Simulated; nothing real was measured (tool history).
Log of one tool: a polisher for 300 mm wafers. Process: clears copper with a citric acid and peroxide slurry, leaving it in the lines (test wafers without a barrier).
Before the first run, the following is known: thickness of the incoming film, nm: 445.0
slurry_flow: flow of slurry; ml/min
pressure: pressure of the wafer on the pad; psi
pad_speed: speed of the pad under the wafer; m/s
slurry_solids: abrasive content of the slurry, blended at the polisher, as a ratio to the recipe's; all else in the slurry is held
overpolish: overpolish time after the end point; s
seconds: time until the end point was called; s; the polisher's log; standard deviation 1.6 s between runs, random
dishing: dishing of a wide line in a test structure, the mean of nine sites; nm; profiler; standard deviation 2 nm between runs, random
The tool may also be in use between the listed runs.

run 1 hour=0 | slurry_flow=125 pressure=4.1 pad_speed=1.18 slurry_solids=1 overpolish=25 | seconds=110.58 dishing=73.533
run 2 hour=4.6 | slurry_flow=125 pressure=4.1 pad_speed=1.18 slurry_solids=0.8 overpolish=25 | seconds=115.76 dishing=69.859
run 3 hour=5.2 | slurry_flow=125 pressure=4.2 pad_speed=1.18 slurry_solids=0.8 overpolish=25 | seconds=110.54 dishing=69.342
run 4 hour=7.3 | slurry_flow=125 pressure=4.2 pad_speed=1.18 slurry_solids=0.8 overpolish=20 | seconds=114.88 dishing=58.857
run 5 hour=8.7 | slurry_flow=100 pressure=4.2 pad_speed=1.18 slurry_solids=0.8 overpolish=20 | seconds=121.01 dishing=54.514
run 6 hour=16.6 | slurry_flow=100 pressure=4.2 pad_speed=0.92 slurry_solids=0.8 overpolish=20 | seconds=141.19 dishing=46.273
run 7 hour=21.2 | slurry_flow=100 pressure=4.2 pad_speed=0.92 slurry_solids=0.8 overpolish=20 | seconds=143.56 dishing=50.124
run 8 hour=25.1 | slurry_flow=105 pressure=4.4 pad_speed=0.92 slurry_solids=0.8 overpolish=21 | seconds=138.84 dishing=52.395

Estimate the outcome of run 9 from the log above:
run 9 hour=31.1 | slurry_flow=105 pressure=4.6 pad_speed=0.94 slurry_solids=0.8 overpolish=21 | seconds=? dishing=?

seconds: 131.37 s
dishing: 53.174 nm

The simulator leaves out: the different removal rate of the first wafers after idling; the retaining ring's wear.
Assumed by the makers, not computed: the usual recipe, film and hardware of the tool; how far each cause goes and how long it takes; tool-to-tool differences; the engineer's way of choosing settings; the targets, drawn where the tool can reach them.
